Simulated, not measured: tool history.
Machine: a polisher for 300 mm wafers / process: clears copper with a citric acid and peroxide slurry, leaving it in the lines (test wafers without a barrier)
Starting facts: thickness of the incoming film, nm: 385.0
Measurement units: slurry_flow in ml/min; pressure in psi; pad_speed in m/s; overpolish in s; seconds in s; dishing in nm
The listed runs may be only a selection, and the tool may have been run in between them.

run,hour,slurry_flow,pressure,pad_speed,slurry_solids,overpolish,seconds,dishing
1,0,165,2.6,1.34,1,24,136.2,34.151
2,5.1,170,2.9,1.34,1,23,120.8,34.386
3,10.4,170,2.9,1.34,1.15,23,118.37,35.09
4,14.1,170,2.9,1.34,1.15,32,117.38,40.262
5,16.1,170,3.3,1.34,1.15,32,105.14,43.072
6,21.6,170,2.8,1.34,1.15,32,120.26,39.791
7,25.8,180,3.1,1.34,1.15,29,107.91,38.408

Estimate the outcome of run 8 from the log above:
8,32.9,190,3.8,1.36,1.15,27,?,?

seconds: 88.801 s
dishing: 43.512 nm
